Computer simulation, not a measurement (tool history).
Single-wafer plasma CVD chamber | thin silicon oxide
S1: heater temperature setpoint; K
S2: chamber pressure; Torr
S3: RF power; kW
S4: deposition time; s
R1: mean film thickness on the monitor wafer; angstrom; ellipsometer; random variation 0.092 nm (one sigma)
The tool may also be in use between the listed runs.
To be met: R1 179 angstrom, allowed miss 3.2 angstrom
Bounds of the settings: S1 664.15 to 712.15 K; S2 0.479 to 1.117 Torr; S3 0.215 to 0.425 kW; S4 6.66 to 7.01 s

Run 1, hour 0: S1 688.15 K, S2 0.798 Torr, S3 0.32 kW, S4 7.01 s. Result: R1 137.63 angstrom.
Run 2, hour 8.3: S1 688.15 K, S2 0.843 Torr, S3 0.32 kW, S4 7.01 s. Result: R1 146.57 angstrom.
Run 3, hour 10.8: S1 688.15 K, S2 0.874 Torr, S3 0.32 kW, S4 7.01 s. Result: R1 149.56 angstrom.
Run 4, hour 16: S1 688.15 K, S2 0.908 Torr, S3 0.32 kW, S4 7.01 s. Result: R1 154.51 angstrom.
Run 5, hour 20.3: S1 688.15 K, S2 0.937 Torr, S3 0.32 kW, S4 7.01 s. Result: R1 158.31 angstrom.
Run 6, hour 25.3: S1 688.15 K, S2 0.963 Torr, S3 0.32 kW, S4 7.01 s. Result: R1 160.84 angstrom.
Run 7, hour 33.3: S1 688.15 K, S2 0.987 Torr, S3 0.32 kW, S4 7.01 s. Result: R1 166.05 angstrom.
Run 8, hour 40.8: S1 688.15 K, S2 1.003 Torr, S3 0.32 kW, S4 7.01 s. Result: R1 167.29 angstrom.
Run 9, hour 44.7: S1 688.15 K, S2 1.018 Torr, S3 0.32 kW, S4 7.01 s. Result: R1 169.99 angstrom.
Run 10, hour 53.7: S1 688.15 K, S2 1.07 Torr, S3 0.32 kW, S4 7.01 s. Result: R1 173.5 angstrom.
Run 11, hour 60.3: S1 688.15 K, S2 1.07 Torr, S3 0.32 kW, S4 7.01 s. Result: R1 175.92 angstrom.
Run 12, hour 64.1: S1 688.15 K, S2 1.074 Torr, S3 0.32 kW, S4 7.01 s. Result: R1 175.45 angstrom.

4 next moves are on the table. One of them brings every result within its allowed miss. Which?
Run A, hour 67.9: S1 685.15 K, S2 1.084 Torr, S3 0.36 kW, S4 6.71 s. Result: R1 ?.
Run B, hour 67.9: S1 694.15 K, S2 1.069 Torr, S3 0.345 kW, S4 6.66 s. Result: R1 ?.
Run C, hour 67.9: S1 699.15 K, S2 1.049 Torr, S3 0.31 kW, S4 7.01 s. Result: R1 ?.
Run D, hour 67.9: S1 689.15 K, S2 1.088 Torr, S3 0.29 kW, S4 7.01 s. Result: R1 ?.

move      R1
   A  179.14
   B   172.2
   C  170.41
   D  170.44
A: meets every target
B: further off than the last run
C: further off than the last run
D: further off than the last run
Answer: A
